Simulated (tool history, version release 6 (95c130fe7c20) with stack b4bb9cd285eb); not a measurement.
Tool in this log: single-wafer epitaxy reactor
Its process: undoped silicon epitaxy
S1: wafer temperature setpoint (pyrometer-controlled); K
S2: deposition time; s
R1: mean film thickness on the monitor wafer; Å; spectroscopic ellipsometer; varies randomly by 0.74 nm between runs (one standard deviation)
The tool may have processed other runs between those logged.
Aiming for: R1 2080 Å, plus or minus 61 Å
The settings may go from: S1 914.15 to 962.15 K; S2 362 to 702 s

| run | hour | S1 | S2 | R1 |
|---|---|---|---|---|
| 1 | 0 | 938.15 | 532 | 1304.8 |
| 2 | 1.8 | 927.15 | 532 | 1010.3 |
| 3 | 6.4 | 927.15 | 475 | 895.16 |
| 4 | 13.3 | 937.15 | 484 | 1159.3 |
| 5 | 16.6 | 944.15 | 487 | 1386.4 |
| 6 | 24.5 | 949.15 | 489 | 1555 |
| 7 | 27.1 | 953.15 | 490 | 1705.3 |
| 8 | 35.3 | 955.15 | 491 | 1801.2 |
| 9 | 40.3 | 957.15 | 492 | 1882.6 |
| 10 | 43.7 | 958.15 | 492 | 1935.4 |
| 11 | 49.5 | 959.15 | 492 | 1969.9 |

Below are 5 possible settings for the next run. Only one of them brings all results inside the allowed miss of their targets. Which is it?
| A | 55.3 | 962.15 | 519 | ? |
| B | 55.3 | 962.15 | 528 | ? |
| C | 55.3 | 961.15 | 497 | ? |
| D | 55.3 | 961.15 | 528 | ? |
| E | 55.3 | 957.15 | 572 | ? |

| move | R1 |
|---|---|
| A | 2238.9 |
| B | 2277.7 |
| C | 2096.1 |
| D | 2226.8 |
| E | 2202.8 |
A: takes the result that was furthest off past its target
B: takes the result that was furthest off past its target
C: in spec on every target
D: takes the result that was furthest off past its target
E: takes the result that was furthest off past its target
C is the move that brings every result within its allowed miss.
